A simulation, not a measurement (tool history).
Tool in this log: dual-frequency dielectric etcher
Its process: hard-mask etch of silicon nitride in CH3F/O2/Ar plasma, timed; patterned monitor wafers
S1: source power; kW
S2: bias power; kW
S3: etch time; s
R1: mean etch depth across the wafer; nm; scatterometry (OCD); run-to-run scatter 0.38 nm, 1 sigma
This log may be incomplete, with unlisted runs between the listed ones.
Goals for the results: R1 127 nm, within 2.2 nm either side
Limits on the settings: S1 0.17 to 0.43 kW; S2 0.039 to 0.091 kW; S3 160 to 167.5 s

run  hour    S1     S2     S3      R1
  1     0   0.3  0.065    160  113.29
  2   4.1   0.3  0.065  167.5  118.12
  3  11.9   0.3  0.054  167.5  114.15
  4  18.3  0.25  0.054  167.5  107.96
  5  25.2  0.25  0.054  167.5  108.81
  6  33.7  0.31  0.054  167.5  115.95
  7  36.9  0.33  0.055  167.5  118.81
  8  37.8  0.35  0.056  167.5  120.82
  9  45.7  0.36  0.057  167.5  122.43
 10    49  0.36  0.057  167.5  122.41
 11  55.9  0.37  0.058  167.5  123.67
 12  58.8  0.38  0.058  167.5  123.97

Which single option among these 4 for the next run brings every result within its allowed miss of target? Just one does.
  A  61.7  0.43  0.059  164.5   ?
  B  61.7  0.38  0.049  163.5   ?
  C  61.7  0.38  0.052  167.5   ?
  D  61.7  0.39  0.052    160   ?

move      R1
   A  127.95
   B  118.26
   C   122.4
   D  117.89
A: each result inside its tolerance
B: its largest miss is bigger than the last run's
C: its largest miss is bigger than the last run's
D: its largest miss is bigger than the last run's
The right move is A.
